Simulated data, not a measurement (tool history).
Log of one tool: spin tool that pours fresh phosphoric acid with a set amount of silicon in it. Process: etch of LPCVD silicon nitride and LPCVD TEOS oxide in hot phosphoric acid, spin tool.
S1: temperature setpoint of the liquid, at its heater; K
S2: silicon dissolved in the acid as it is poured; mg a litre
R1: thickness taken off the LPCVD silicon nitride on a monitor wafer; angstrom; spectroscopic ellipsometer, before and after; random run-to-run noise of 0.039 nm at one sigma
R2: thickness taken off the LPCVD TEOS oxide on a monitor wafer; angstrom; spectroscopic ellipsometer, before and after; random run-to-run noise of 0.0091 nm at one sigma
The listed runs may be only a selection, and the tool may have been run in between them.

run 1 day=0.000 | S1=434.15 S2=13.0 time_under_the_liquid_(s)=180 | R1=157.410 R2=3.82060
run 2 day=0.179 | S1=433.15 S2=11.0 time_under_the_liquid_(s)=150 | R1=125.210 R2=3.33210
run 3 day=0.408 | S1=434.65 S2=11.0 time_under_the_liquid_(s)=150 | R1=133.390 R2=3.83700
run 4 day=0.546 | S1=433.15 S2=11.0 time_under_the_liquid_(s)=150 | R1=126.510 R2=3.19700
run 5 day=0.829 | S1=433.15 S2=5.5 time_under_the_liquid_(s)=150 | R1=126.890 R2=3.17480
run 6 day=0.867 | S1=433.15 S2=0.0 time_under_the_liquid_(s)=150 | R1=127.720 R2=3.75650
run 7 day=1.150 | S1=432.65 S2=0.0 time_under_the_liquid_(s)=125 | R1=103.710 R2=3.27220
run 8 day=1.288 | S1=430.15 S2=8.5 time_under_the_liquid_(s)=35 | R1=26.683 R2=0.56502
run 9 day=1.596 | S1=431.15 S2=8.0 time_under_the_liquid_(s)=35 | R1=27.749 R2=0.74460

Forecast run 10:
run 10 day=1.921 | S1=431.65 S2=7.5 time_under_the_liquid_(s)=40 | R1=? R2=?

For run 10 the tool returned R1 32.272 angstrom, R2 0.67118 angstrom.

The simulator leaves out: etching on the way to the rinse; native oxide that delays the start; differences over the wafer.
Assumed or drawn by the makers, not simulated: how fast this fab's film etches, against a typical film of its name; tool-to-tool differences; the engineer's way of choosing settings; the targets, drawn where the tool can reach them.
